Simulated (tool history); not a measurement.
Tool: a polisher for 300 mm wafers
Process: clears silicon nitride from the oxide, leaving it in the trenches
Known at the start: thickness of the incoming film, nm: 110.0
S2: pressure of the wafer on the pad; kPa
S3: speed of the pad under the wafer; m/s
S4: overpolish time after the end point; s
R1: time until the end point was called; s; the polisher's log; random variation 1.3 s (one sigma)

run 1 hour=0.0 | flow_of_slurry_(ml/min)=295 S2=12.4 S3=1.22 S4=30 | R1=162.31
run 2 hour=3.4 | flow_of_slurry_(ml/min)=295 S2=13.8 S3=1.24 S4=30 | R1=145.99
run 3 hour=4.9 | flow_of_slurry_(ml/min)=365 S2=13.8 S3=1.24 S4=30 | R1=145.53
run 4 hour=12.3 | flow_of_slurry_(ml/min)=365 S2=15.2 S3=1.26 S4=30 | R1=130.83
run 5 hour=14.2 | flow_of_slurry_(ml/min)=365 S2=17.2 S3=1.26 S4=30 | R1=118.02
run 6 hour=21.9 | flow_of_slurry_(ml/min)=365 S2=15.9 S3=1.26 S4=30 | R1=124.67
run 7 hour=29.0 | flow_of_slurry_(ml/min)=365 S2=16.5 S3=1.26 S4=30 | R1=122.92
run 8 hour=30.0 | flow_of_slurry_(ml/min)=365 S2=17.2 S3=1.28 S4=30 | R1=116.55

The next listed run, before its measurement:
run 9 hour=34.4 | flow_of_slurry_(ml/min)=365 S2=17.9 S3=1.30 S4=30 | R1=?

{"run 9": {"R1": 111.13}}
